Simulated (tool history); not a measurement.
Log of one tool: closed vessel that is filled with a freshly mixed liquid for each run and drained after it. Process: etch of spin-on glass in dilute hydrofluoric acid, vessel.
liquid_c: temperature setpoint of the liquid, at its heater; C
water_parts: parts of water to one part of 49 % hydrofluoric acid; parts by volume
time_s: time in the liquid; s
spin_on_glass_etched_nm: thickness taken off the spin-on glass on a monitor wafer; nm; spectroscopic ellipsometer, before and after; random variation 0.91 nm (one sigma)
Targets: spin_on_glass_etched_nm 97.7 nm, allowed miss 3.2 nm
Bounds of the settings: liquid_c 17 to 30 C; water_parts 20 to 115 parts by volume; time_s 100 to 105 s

run	hour	liquid_c	water_parts	time_s	spin_on_glass_etched_nm
1	0	22	65	100	82.014
2	2.5	19	65	100	72.323
3	9.2	20	65	100	75.367
4	17	20.5	65	100	76.833
5	22	21	65	100	79.956
6	27.8	21.5	65	100	79.991
7	35.1	22	65	100	82.234
8	44.2	22.5	65	100	84.774

5 next moves are on the table. One of them brings every result within its allowed miss. Which?
A	53.3	22	75	100	?
B	53.3	23.5	55	100	?
C	53.3	26.5	65	100	?
D	53.3	22.5	55	105	?
E	53.3	25.5	60	100	?

move	spin_on_glass_etched_nm
A	69.89
B	103.95
C	97.998
D	104.73
E	102.69
A: further off than the last run
B: takes the result that was furthest off past its target
C: meets every target
D: takes the result that was furthest off past its target
E: takes the result that was furthest off past its target
Move C is the one to make.
